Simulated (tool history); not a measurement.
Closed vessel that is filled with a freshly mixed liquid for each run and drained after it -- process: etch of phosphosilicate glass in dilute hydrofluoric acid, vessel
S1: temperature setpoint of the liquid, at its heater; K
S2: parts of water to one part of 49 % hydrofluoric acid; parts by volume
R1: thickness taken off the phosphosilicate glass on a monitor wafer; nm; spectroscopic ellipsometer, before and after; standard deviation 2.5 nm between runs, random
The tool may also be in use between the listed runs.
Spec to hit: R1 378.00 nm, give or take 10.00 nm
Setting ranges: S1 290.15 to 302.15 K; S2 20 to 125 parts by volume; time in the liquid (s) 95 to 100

{"run": 1, "hour": 0.0, "S1": 294.15, "S2": 70, "time in the liquid (s)": 95, "R1": 201.95}
{"run": 2, "hour": 7.3, "S1": 296.15, "S2": 70, "time in the liquid (s)": 95, "R1": 217.05}
{"run": 3, "hour": 11.9, "S1": 297.65, "S2": 65, "time in the liquid (s)": 95, "R1": 255.33}
{"run": 4, "hour": 14.9, "S1": 297.65, "S2": 85, "time in the liquid (s)": 95, "R1": 188.09}
{"run": 5, "hour": 20.5, "S1": 299.15, "S2": 75, "time in the liquid (s)": 95, "R1": 229.99}
{"run": 6, "hour": 27.4, "S1": 299.15, "S2": 75, "time in the liquid (s)": 100, "R1": 241.07}
{"run": 7, "hour": 32.3, "S1": 300.15, "S2": 70, "time in the liquid (s)": 100, "R1": 267.34}
{"run": 8, "hour": 40.9, "S1": 302.15, "S2": 50, "time in the liquid (s)": 100, "R1": 422.11}
{"run": 9, "hour": 49.9, "S1": 301.15, "S2": 50, "time in the liquid (s)": 100, "R1": 407.03}
{"run": 10, "hour": 52.1, "S1": 300.65, "S2": 50, "time in the liquid (s)": 100, "R1": 397.3}
{"run": 11, "hour": 53.1, "S1": 300.15, "S2": 50, "time in the liquid (s)": 100, "R1": 389.89}

Which of these 4 next moves meets every target?
{"run": "A", "hour": 54.1, "S1": 302.15, "S2": 55, "time in the liquid (s)": 100, "R1": "?"}
{"run": "B", "hour": 54.1, "S1": 299.15, "S2": 45, "time in the liquid (s)": 95, "R1": "?"}
{"run": "C", "hour": 54.1, "S1": 298.65, "S2": 45, "time in the liquid (s)": 100, "R1": "?"}
{"run": "D", "hour": 54.1, "S1": 302.15, "S2": 55, "time in the liquid (s)": 95, "R1": "?"}

move=A R1=377.23
move=B R1=394.10
move=C R1=406.48
move=D R1=358.37
A: meets every target
B: moves away from the targets compared with the last run
C: moves away from the targets compared with the last run
D: the result that was furthest off in the last run now lies on the other side of its target
Go with A: it meets all targets.

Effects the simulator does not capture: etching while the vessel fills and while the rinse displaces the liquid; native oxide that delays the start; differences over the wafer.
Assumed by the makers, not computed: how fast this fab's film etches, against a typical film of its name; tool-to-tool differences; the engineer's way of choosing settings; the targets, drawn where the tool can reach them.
